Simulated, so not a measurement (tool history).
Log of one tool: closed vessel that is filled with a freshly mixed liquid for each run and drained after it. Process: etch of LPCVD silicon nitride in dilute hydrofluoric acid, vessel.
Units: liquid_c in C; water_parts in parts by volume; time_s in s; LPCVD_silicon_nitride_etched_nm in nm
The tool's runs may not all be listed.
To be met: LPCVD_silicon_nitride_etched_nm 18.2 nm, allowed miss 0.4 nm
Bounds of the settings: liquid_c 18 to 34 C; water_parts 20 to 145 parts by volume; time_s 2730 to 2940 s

run  hour  liquid_c  water_parts  time_s  LPCVD_silicon_nitride_etched_nm
  1     0        26           80    2730                           21.932
  2   6.7        26           55    2730                           31.829
  3  14.8      27.5           55    2730                           34.553
  4  23.4      27.5           75    2730                           25.585
  5    26      27.5           60    2730                           31.839
  6  33.8      30.5           60    2730                           38.998
  7  38.9      26.5           60    2730                           29.924
  8  40.9      22.5           60    2730                           23.197
  9    48        21           60    2730                            20.71
 10  55.5      20.5           60    2730                           19.828
 11  59.1        20           60    2730                           19.108
 12  62.5      19.5           60    2730                           18.623

4 next moves are on the table. One of them brings every result within its allowed miss. Which?
  A  65.9      19.5           65    2865                                ?
  B  65.9        18           60    2795                                ?
  C  65.9      18.5           60    2750                                ?
  D  65.9      20.5           70    2730                                ?

move  LPCVD_silicon_nitride_etched_nm
   A                           17.976
   B                           17.073
   C                           17.397
   D                           17.073
A: meets every target
B: takes the result that was furthest off past its target
C: takes the result that was furthest off past its target
D: takes the result that was furthest off past its target
Move A is the one to make.
